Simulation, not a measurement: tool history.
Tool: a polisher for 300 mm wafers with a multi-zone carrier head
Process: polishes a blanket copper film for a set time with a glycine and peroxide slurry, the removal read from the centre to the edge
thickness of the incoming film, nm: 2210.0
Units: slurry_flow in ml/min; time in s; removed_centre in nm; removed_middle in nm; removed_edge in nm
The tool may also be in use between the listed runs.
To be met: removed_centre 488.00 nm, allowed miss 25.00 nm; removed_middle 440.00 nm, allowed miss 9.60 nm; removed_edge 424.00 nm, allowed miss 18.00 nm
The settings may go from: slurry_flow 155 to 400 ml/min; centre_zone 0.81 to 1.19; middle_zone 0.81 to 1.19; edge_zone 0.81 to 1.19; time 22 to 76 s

run 1 hour=0.0 | slurry_flow=255 centre_zone=1.00 middle_zone=1.00 edge_zone=1.00 time=49 | removed_centre=319.53 removed_middle=316.07 removed_edge=313.55
run 2 hour=8.1 | slurry_flow=260 centre_zone=1.02 middle_zone=1.02 edge_zone=1.02 time=50 | removed_centre=339.76 removed_middle=333.82 removed_edge=325.64
run 3 hour=9.8 | slurry_flow=205 centre_zone=1.02 middle_zone=1.02 edge_zone=1.02 time=50 | removed_centre=319.69 removed_middle=320.41 removed_edge=315.76
run 4 hour=12.8 | slurry_flow=205 centre_zone=1.02 middle_zone=1.06 edge_zone=1.02 time=50 | removed_centre=319.57 removed_middle=331.01 removed_edge=325.36
run 5 hour=15.3 | slurry_flow=205 centre_zone=0.99 middle_zone=1.06 edge_zone=1.02 time=50 | removed_centre=314.97 removed_middle=333.09 removed_edge=320.75
run 6 hour=21.6 | slurry_flow=205 centre_zone=0.99 middle_zone=1.13 edge_zone=1.02 time=50 | removed_centre=314.93 removed_middle=348.80 removed_edge=312.30
run 7 hour=27.3 | slurry_flow=215 centre_zone=1.02 middle_zone=1.13 edge_zone=1.04 time=51 | removed_centre=336.13 removed_middle=359.02 removed_edge=333.03
run 8 hour=34.8 | slurry_flow=230 centre_zone=1.04 middle_zone=1.14 edge_zone=1.05 time=52 | removed_centre=347.44 removed_middle=371.33 removed_edge=339.93
run 9 hour=40.1 | slurry_flow=245 centre_zone=1.06 middle_zone=1.14 edge_zone=1.06 time=53 | removed_centre=364.15 removed_middle=383.26 removed_edge=350.07
run 10 hour=41.9 | slurry_flow=255 centre_zone=1.08 middle_zone=1.13 edge_zone=1.07 time=54 | removed_centre=382.47 removed_middle=386.92 removed_edge=353.97
run 11 hour=44.7 | slurry_flow=255 centre_zone=1.09 middle_zone=1.13 edge_zone=1.08 time=55 | removed_centre=396.57 removed_middle=393.70 removed_edge=359.73
run 12 hour=50.2 | slurry_flow=255 centre_zone=1.10 middle_zone=1.12 edge_zone=1.09 time=56 | removed_centre=398.86 removed_middle=398.76 removed_edge=374.21
run 13 hour=53.8 | slurry_flow=265 centre_zone=1.11 middle_zone=1.12 edge_zone=1.10 time=57 | removed_centre=414.57 removed_middle=408.24 removed_edge=386.00

Which of these 5 next moves meets every target?
run A hour=57.4 | slurry_flow=240 centre_zone=0.99 middle_zone=1.12 edge_zone=1.12 time=54 | removed_centre=? removed_middle=? removed_edge=?
run B hour=57.4 | slurry_flow=325 centre_zone=1.11 middle_zone=1.12 edge_zone=1.08 time=49 | removed_centre=? removed_middle=? removed_edge=?
run C hour=57.4 | slurry_flow=255 centre_zone=0.88 middle_zone=1.08 edge_zone=1.16 time=67 | removed_centre=? removed_middle=? removed_edge=?
run D hour=57.4 | slurry_flow=305 centre_zone=1.15 middle_zone=1.06 edge_zone=1.05 time=63 | removed_centre=? removed_middle=? removed_edge=?
run E hour=57.4 | slurry_flow=335 centre_zone=1.10 middle_zone=1.12 edge_zone=1.06 time=59 | removed_centre=? removed_middle=? removed_edge=?

move=A removed_centre=345.79 removed_middle=382.16 removed_edge=364.76
move=B removed_centre=364.52 removed_middle=357.56 removed_edge=333.32
move=C removed_centre=383.87 removed_middle=463.76 removed_edge=462.74
move=D removed_centre=482.36 removed_middle=436.93 removed_edge=421.57
move=E removed_centre=436.21 removed_middle=431.72 removed_edge=398.78
A: further off than the last run
B: further off than the last run
C: takes the result that was furthest off past its target
D: meets every target
E: brings the result that was furthest off to its target, and leaves another outside
Move D is the one to make.
